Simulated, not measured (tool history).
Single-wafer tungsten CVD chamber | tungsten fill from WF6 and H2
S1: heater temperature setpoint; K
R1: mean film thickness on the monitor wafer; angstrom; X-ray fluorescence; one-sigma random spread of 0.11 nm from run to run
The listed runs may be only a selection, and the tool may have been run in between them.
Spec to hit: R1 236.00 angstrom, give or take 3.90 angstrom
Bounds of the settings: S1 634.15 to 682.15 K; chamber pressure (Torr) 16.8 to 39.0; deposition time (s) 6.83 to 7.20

run 1 hour=0.0 | S1=658.15 chamber_pressure_(Torr)=27.9 deposition_time_(s)=7.20 | R1=158.49
run 2 hour=7.8 | S1=658.15 chamber_pressure_(Torr)=32.3 deposition_time_(s)=7.20 | R1=170.25
run 3 hour=14.9 | S1=660.15 chamber_pressure_(Torr)=32.3 deposition_time_(s)=7.20 | R1=178.17
run 4 hour=22.7 | S1=662.15 chamber_pressure_(Torr)=32.3 deposition_time_(s)=7.20 | R1=185.14
run 5 hour=31.7 | S1=664.15 chamber_pressure_(Torr)=32.3 deposition_time_(s)=7.20 | R1=193.51
run 6 hour=38.6 | S1=664.15 chamber_pressure_(Torr)=36.9 deposition_time_(s)=7.20 | R1=206.66
run 7 hour=46.6 | S1=665.15 chamber_pressure_(Torr)=36.9 deposition_time_(s)=7.20 | R1=211.17
run 8 hour=55.0 | S1=666.15 chamber_pressure_(Torr)=36.9 deposition_time_(s)=7.20 | R1=216.50
run 9 hour=57.1 | S1=667.15 chamber_pressure_(Torr)=36.9 deposition_time_(s)=7.20 | R1=221.40
run 10 hour=63.7 | S1=669.15 chamber_pressure_(Torr)=36.9 deposition_time_(s)=7.20 | R1=229.22
run 11 hour=67.1 | S1=669.15 chamber_pressure_(Torr)=36.9 deposition_time_(s)=7.20 | R1=229.42

Exactly one of the 4 candidate moves below puts every result within its allowed miss. Which one?
run A hour=70.5 | S1=673.15 chamber_pressure_(Torr)=36.3 deposition_time_(s)=7.20 | R1=?
run B hour=70.5 | S1=672.15 chamber_pressure_(Torr)=38.6 deposition_time_(s)=6.99 | R1=?
run C hour=70.5 | S1=669.15 chamber_pressure_(Torr)=35.4 deposition_time_(s)=7.14 | R1=?
run D hour=70.5 | S1=672.15 chamber_pressure_(Torr)=38.2 deposition_time_(s)=6.83 | R1=?

move=A R1=248.00
move=B R1=242.88
move=C R1=223.90
move=D R1=236.16
A: carries the result that was furthest off beyond its target, to the other side
B: carries the result that was furthest off beyond its target, to the other side
C: misses by more than the last run did
D: meets every target
Correct choice: D, which meets every target
